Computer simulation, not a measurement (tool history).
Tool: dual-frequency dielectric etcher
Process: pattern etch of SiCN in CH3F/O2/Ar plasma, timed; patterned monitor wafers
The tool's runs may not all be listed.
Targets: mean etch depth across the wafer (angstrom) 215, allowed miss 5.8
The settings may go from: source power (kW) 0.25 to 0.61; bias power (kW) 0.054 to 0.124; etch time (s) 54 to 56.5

run  hour  source power (kW)  bias power (kW)  etch time (s)  mean etch depth across the wafer (angstrom)
  1     0               0.43            0.089             54                                       255.26
  2   1.6               0.39            0.086             54                                       240.54
  3   7.4               0.35            0.086             54                                       231.45
  4   7.9               0.35            0.096             54                                       240.62
  5  12.5               0.35            0.109             54                                       251.19
  6  20.4               0.32            0.105             54                                       235.14
  7  21.3                0.3            0.104             54                                       231.81
  8  27.8               0.29            0.102             54                                       225.84
  9  35.2               0.28            0.102             54                                       221.73
 10  42.5               0.25              0.1             54                                       209.17

Which of these 4 next moves meets every target?
  A  49.8               0.25            0.106           54.5                                            ?
  B  49.8               0.29            0.073             54                                            ?
  C  49.8               0.27            0.069           56.5                                            ?
  D  49.8               0.25            0.086           54.5                                            ?

move  mean etch depth across the wafer (angstrom)
   A                                       214.92
   B                                       198.44
   C                                       196.88
   D                                        198.5
A: meets every target
B: further off than the last run
C: further off than the last run
D: further off than the last run
Move A is the one to make.
